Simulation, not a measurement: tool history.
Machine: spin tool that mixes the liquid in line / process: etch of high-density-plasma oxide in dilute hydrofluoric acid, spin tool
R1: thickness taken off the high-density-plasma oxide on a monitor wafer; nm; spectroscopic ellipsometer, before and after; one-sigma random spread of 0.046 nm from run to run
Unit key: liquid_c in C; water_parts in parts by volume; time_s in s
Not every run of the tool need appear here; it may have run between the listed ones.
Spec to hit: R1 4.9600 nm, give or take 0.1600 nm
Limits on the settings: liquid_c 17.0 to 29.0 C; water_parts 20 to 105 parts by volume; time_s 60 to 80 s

Run 1, day 0.000: liquid_c 21.0 C, water_parts 55 parts by volume, time_s 80 s. Result: R1 7.4639 nm.
Run 2, day 0.362: liquid_c 23.5 C, water_parts 55 parts by volume, time_s 80 s. Result: R1 8.2211 nm.
Run 3, day 0.717: liquid_c 23.5 C, water_parts 55 parts by volume, time_s 60 s. Result: R1 6.3309 nm.
Run 4, day 0.925: liquid_c 23.5 C, water_parts 55 parts by volume, time_s 60 s. Result: R1 6.3223 nm.
Run 5, day 1.133: liquid_c 23.5 C, water_parts 55 parts by volume, time_s 60 s. Result: R1 6.2980 nm.
Run 6, day 1.200: liquid_c 23.0 C, water_parts 60 parts by volume, time_s 60 s. Result: R1 5.6105 nm.
Run 7, day 1.538: liquid_c 22.0 C, water_parts 60 parts by volume, time_s 60 s. Result: R1 5.2516 nm.
Run 8, day 1.579: liquid_c 21.5 C, water_parts 60 parts by volume, time_s 60 s. Result: R1 5.2714 nm.

Below are 5 possible settings for the next run. Only one of them brings all results inside the allowed miss of their targets. Which is it?
Run A, day 1.621: liquid_c 22.0 C, water_parts 75 parts by volume, time_s 75 s. Result: R1 ?.
Run B, day 1.621: liquid_c 21.5 C, water_parts 55 parts by volume, time_s 60 s. Result: R1 ?.
Run C, day 1.621: liquid_c 24.0 C, water_parts 70 parts by volume, time_s 60 s. Result: R1 ?.
Run D, day 1.621: liquid_c 23.0 C, water_parts 65 parts by volume, time_s 65 s. Result: R1 ?.
Run E, day 1.621: liquid_c 19.0 C, water_parts 60 parts by volume, time_s 70 s. Result: R1 ?.

move      R1
   A  5.2177
   B  5.7141
   C  4.8829
   D  5.5042
   E  5.4666
A: closer than the last run, but not yet in spec
B: lands further from the targets than the last run did
C: all results in spec
D: lands further from the targets than the last run did
E: lands further from the targets than the last run did
Move C is the one to make.
